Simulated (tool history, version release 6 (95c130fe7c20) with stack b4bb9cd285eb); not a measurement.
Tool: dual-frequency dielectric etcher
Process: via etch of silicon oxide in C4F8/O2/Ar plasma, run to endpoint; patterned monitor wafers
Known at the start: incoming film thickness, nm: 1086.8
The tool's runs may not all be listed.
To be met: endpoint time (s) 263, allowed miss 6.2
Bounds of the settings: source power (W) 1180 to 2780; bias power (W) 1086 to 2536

run 1 hour=0 | source_power_(W)=1980 bias_power_(W)=1811 | endpoint_time_(s)=232.8
run 2 hour=7.7 | source_power_(W)=2320 bias_power_(W)=1811 | endpoint_time_(s)=220.24
run 3 hour=11.7 | source_power_(W)=2320 bias_power_(W)=1545 | endpoint_time_(s)=228.66
run 4 hour=14.6 | source_power_(W)=2320 bias_power_(W)=1428 | endpoint_time_(s)=235.85
run 5 hour=22.3 | source_power_(W)=2210 bias_power_(W)=1396 | endpoint_time_(s)=241.53
run 6 hour=30.3 | source_power_(W)=2120 bias_power_(W)=1372 | endpoint_time_(s)=245
run 7 hour=38.2 | source_power_(W)=2040 bias_power_(W)=1347 | endpoint_time_(s)=250.41
run 8 hour=42.5 | source_power_(W)=1990 bias_power_(W)=1332 | endpoint_time_(s)=255.62

Which of these 5 next moves meets every target?
run A hour=46.8 | source_power_(W)=1920 bias_power_(W)=1460 | endpoint_time_(s)=?
run B hour=46.8 | source_power_(W)=2080 bias_power_(W)=1143 | endpoint_time_(s)=?
run C hour=46.8 | source_power_(W)=2130 bias_power_(W)=1337 | endpoint_time_(s)=?
run D hour=46.8 | source_power_(W)=2120 bias_power_(W)=1297 | endpoint_time_(s)=?
run E hour=46.8 | source_power_(W)=2100 bias_power_(W)=1433 | endpoint_time_(s)=?

move=A endpoint_time_(s)=250.26
move=B endpoint_time_(s)=262.3
move=C endpoint_time_(s)=248.11
move=D endpoint_time_(s)=250.82
move=E endpoint_time_(s)=244.1
A: further off than the last run
B: meets every target
C: further off than the last run
D: further off than the last run
E: further off than the last run
Answer: B
